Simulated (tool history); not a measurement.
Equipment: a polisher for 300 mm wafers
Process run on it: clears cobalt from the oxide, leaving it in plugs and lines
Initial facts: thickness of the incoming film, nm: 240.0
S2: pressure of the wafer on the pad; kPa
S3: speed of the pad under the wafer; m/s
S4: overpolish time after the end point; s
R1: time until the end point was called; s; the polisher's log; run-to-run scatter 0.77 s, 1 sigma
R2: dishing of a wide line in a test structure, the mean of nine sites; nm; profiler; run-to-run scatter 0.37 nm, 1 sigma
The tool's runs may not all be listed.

run 1 day=0 | flow_of_slurry_(ml/min)=140 S2=10.3 S3=0.98 S4=15 | R1=71.319 R2=42.427
run 2 day=0.312 | flow_of_slurry_(ml/min)=145 S2=11 S3=0.98 S4=11 | R1=66.623 R2=35.041
run 3 day=0.404 | flow_of_slurry_(ml/min)=145 S2=11 S3=0.9 S4=11 | R1=73.293 R2=32.256
run 4 day=0.688 | flow_of_slurry_(ml/min)=145 S2=10.3 S3=0.9 S4=11 | R1=76.119 R2=31.003
run 5 day=1.054 | flow_of_slurry_(ml/min)=170 S2=11.7 S3=0.9 S4=9 | R1=69.486 R2=29.455
run 6 day=1.379 | flow_of_slurry_(ml/min)=170 S2=11.7 S3=0.9 S4=4 | R1=67.199 R2=13.82
run 7 day=1.417 | flow_of_slurry_(ml/min)=170 S2=12.4 S3=0.94 S4=5 | R1=60.999 R2=18.922
run 8 day=1.546 | flow_of_slurry_(ml/min)=195 S2=15.2 S3=0.96 S4=5 | R1=51.918 R2=22.006

For run 9, what comes out?
run 9 day=1.904 | flow_of_slurry_(ml/min)=195 S2=15.2 S3=1 S4=6 | R1=? R2=?

{"run 9": {"R1": 49.528, "R2": 26.343}}

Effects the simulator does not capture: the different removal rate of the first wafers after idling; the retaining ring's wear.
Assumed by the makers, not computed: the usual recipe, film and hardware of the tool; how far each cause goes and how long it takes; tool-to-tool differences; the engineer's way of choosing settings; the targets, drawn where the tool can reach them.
